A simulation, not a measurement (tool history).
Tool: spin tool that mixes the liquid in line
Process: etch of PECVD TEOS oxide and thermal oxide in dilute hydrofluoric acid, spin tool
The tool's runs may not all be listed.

| run | hour | temperature setpoint of the liquid (K) | parts of water to one part of 49 % hydrofluoric acid (parts by volume) | time under the liquid (s) | thickness taken off the PECVD TEOS oxide on a monitor wafer (nm) | thickness taken off the thermal oxide on a monitor wafer (nm) |
|---|---|---|---|---|---|---|
| 1 | 0.0 | 294.15 | 115 | 55 | 4.2209 | 2.0813 |
| 2 | 4.0 | 296.15 | 95 | 55 | 5.7112 | 2.5817 |
| 3 | 7.1 | 296.15 | 95 | 75 | 7.7776 | 3.7182 |
| 4 | 9.6 | 296.65 | 85 | 75 | 8.9191 | 4.1906 |
| 5 | 11.2 | 296.65 | 85 | 90 | 10.8410 | 5.0232 |
| 6 | 12.5 | 297.65 | 85 | 90 | 11.1860 | 5.2553 |
| 7 | 14.6 | 298.65 | 85 | 90 | 11.7910 | 5.4000 |
| 8 | 22.3 | 300.65 | 75 | 90 | 14.4830 | 6.8570 |

What will run 9 give?
| 9 | 29.5 | 300.15 | 75 | 90 | ? | ? |

{"run 9": {"thickness taken off the PECVD TEOS oxide on a monitor wafer (nm)": 14.116, "thickness taken off the thermal oxide on a monitor wafer (nm)": 6.7412}}
